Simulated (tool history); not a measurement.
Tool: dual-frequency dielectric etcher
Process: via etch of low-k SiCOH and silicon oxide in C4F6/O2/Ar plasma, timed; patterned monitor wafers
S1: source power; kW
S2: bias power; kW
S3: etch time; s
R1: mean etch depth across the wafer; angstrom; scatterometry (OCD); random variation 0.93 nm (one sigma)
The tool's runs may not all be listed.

run  hour     S1     S2    S3      R1
  1   0.0  0.400  0.207  68.5  1994.5
  2   8.9  0.400  0.207  68.5  1976.1
  3  17.7  0.420  0.212  68.5  2018.9
  4  24.7  0.420  0.226  68.5  2092.8
  5  25.5  0.420  0.226  63.0  1928.6
  6  30.0  0.420  0.226  68.5  2085.2
  7  37.6  0.430  0.229  68.5  2112.1
  8  38.1  0.440  0.232  68.5  2137.6

Run 9 comes next. What will it give?
  9  40.5  0.450  0.234  68.5   ?

{"run 9": {"R1": 2161.2}}
